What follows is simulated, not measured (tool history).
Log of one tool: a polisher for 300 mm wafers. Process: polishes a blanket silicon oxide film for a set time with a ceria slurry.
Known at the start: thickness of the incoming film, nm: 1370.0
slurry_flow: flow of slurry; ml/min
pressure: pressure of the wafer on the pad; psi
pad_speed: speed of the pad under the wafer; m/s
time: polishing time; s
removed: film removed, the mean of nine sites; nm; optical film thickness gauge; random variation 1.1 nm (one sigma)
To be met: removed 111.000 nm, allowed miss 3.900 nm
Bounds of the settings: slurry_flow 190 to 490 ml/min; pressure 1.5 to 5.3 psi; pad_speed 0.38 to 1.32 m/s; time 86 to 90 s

| run | day | slurry_flow | pressure | pad_speed | time | removed |
|---|---|---|---|---|---|---|
| 1 | 0.000 | 315 | 3.4 | 0.84 | 86 | 280.820 |
| 2 | 0.125 | 315 | 3.9 | 0.84 | 86 | 323.140 |
| 3 | 0.208 | 315 | 3.6 | 0.80 | 86 | 284.480 |
| 4 | 0.375 | 315 | 3.3 | 0.76 | 86 | 248.200 |
| 5 | 0.621 | 280 | 3.3 | 0.76 | 86 | 249.020 |
| 6 | 0.800 | 335 | 3.3 | 0.76 | 86 | 251.380 |
| 7 | 1.075 | 335 | 3.1 | 0.72 | 86 | 223.620 |
| 8 | 1.429 | 335 | 2.9 | 0.70 | 86 | 203.580 |
| 9 | 1.479 | 335 | 2.7 | 0.68 | 86 | 188.660 |
| 10 | 1.650 | 335 | 2.6 | 0.66 | 86 | 176.240 |
| 11 | 1.858 | 335 | 2.5 | 0.64 | 86 | 162.720 |
| 12 | 2.188 | 335 | 2.4 | 0.64 | 86 | 161.020 |
| 13 | 2.238 | 330 | 1.5 | 0.52 | 86 | 81.645 |
| 14 | 2.442 | 345 | 1.5 | 0.52 | 86 | 82.909 |
| 15 | 2.517 | 350 | 1.6 | 0.52 | 86 | 88.531 |
| 16 | 2.725 | 360 | 1.6 | 0.52 | 86 | 88.368 |
| 17 | 3.038 | 360 | 1.7 | 0.52 | 86 | 91.859 |
| 18 | 3.221 | 360 | 1.8 | 0.52 | 86 | 99.052 |
| 19 | 3.392 | 370 | 1.8 | 0.52 | 86 | 98.922 |
| 20 | 3.758 | 375 | 1.8 | 0.52 | 86 | 98.117 |
| 21 | 4.088 | 375 | 2.3 | 0.52 | 86 | 126.130 |

5 next moves are on the table. One of them brings every result within its allowed miss. Which?
| A | 4.417 | 380 | 2.6 | 0.38 | 86 | ? |
| B | 4.417 | 385 | 2.3 | 0.46 | 86 | ? |
| C | 4.417 | 380 | 2.1 | 0.46 | 86 | ? |
| D | 4.417 | 375 | 1.9 | 0.50 | 86 | ? |
| E | 4.417 | 395 | 1.8 | 0.52 | 87 | ? |

| move | removed |
|---|---|
| A | 105.320 |
| B | 112.190 |
| C | 102.780 |
| D | 101.060 |
| E | 101.160 |
A: takes the result that was furthest off past its target
B: meets every target
C: takes the result that was furthest off past its target
D: takes the result that was furthest off past its target
E: takes the result that was furthest off past its target
Answer: B

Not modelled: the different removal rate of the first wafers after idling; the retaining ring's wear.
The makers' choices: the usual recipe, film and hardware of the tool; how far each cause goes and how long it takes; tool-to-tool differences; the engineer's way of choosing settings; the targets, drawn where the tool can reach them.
